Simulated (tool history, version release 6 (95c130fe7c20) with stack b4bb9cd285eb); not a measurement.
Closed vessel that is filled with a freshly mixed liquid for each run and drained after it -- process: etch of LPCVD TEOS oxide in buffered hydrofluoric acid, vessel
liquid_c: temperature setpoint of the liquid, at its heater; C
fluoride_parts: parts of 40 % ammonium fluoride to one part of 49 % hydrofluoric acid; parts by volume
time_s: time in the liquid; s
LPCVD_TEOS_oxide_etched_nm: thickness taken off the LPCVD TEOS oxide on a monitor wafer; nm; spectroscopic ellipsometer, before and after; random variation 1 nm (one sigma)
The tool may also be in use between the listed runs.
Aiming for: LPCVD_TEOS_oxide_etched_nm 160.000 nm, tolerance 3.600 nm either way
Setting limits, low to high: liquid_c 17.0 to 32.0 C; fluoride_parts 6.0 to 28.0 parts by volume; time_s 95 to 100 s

run,day,liquid_c,fluoride_parts,time_s,LPCVD_TEOS_oxide_etched_nm
1,0.000,24.0,17.0,95,79.967
2,0.117,24.0,17.0,100,84.963
3,0.354,24.0,17.0,95,79.981
4,0.667,24.0,13.5,95,100.540
5,0.704,25.5,13.5,95,109.760
6,0.821,25.5,13.5,100,115.360
7,0.900,27.0,13.5,100,125.150
8,1.146,28.0,13.5,100,131.430
9,1.346,29.0,13.5,100,139.010
10,1.708,29.5,13.5,100,144.040
11,1.933,30.0,13.5,100,146.290
12,2.288,30.5,13.5,100,149.480

Which single option among these 5 for the next run brings every result within its allowed miss of target? Just one does.
A,2.642,31.0,13.0,100,?
B,2.642,32.0,16.0,100,?
C,2.642,27.0,12.0,100,?
D,2.642,31.0,13.0,95,?
E,2.642,28.5,11.5,95,?

move,LPCVD_TEOS_oxide_etched_nm
A,157.880
B,135.730
C,138.190
D,149.990
E,148.230
A: every result within its allowed miss
B: further off than the last run
C: further off than the last run
D: about the same distance from the targets as the last run
E: further off than the last run
Answer: A

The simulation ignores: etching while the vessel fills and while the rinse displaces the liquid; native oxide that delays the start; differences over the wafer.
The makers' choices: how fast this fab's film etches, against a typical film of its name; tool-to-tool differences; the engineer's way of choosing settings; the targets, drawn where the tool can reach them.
